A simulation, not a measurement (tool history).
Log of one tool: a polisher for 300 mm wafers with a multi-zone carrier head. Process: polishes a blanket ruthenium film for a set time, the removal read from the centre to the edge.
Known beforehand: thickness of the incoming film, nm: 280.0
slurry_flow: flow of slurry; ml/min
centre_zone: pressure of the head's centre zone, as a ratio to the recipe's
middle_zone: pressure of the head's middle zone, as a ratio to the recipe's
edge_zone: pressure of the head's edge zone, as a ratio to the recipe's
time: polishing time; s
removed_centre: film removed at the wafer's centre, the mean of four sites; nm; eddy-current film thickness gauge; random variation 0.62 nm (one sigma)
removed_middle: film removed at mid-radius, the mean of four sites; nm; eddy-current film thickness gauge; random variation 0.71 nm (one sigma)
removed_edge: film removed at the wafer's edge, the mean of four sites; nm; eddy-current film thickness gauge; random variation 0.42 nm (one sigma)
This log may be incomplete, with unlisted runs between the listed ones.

run	hour	slurry_flow	centre_zone	middle_zone	edge_zone	time	removed_centre	removed_middle	removed_edge
1	0.0	280	1.00	1.00	1.00	59	70.115	68.946	71.424
2	2.6	280	1.01	1.02	0.96	55	65.536	64.022	65.035
3	3.8	280	1.02	1.05	0.92	53	63.485	64.924	62.316
4	10.2	350	1.02	1.05	0.92	53	65.562	65.653	63.049
5	13.2	350	1.02	1.10	0.92	53	65.769	68.374	61.894
6	15.0	350	1.02	1.10	0.86	53	65.178	69.937	59.748

Run 7, settings as shown, results not yet in. Your forecast:
7	18.2	350	1.02	1.08	0.85	51	?	?	?

Run 7 yielded removed_centre 62.971 nm, removed_middle 65.796 nm, removed_edge 58.843 nm.
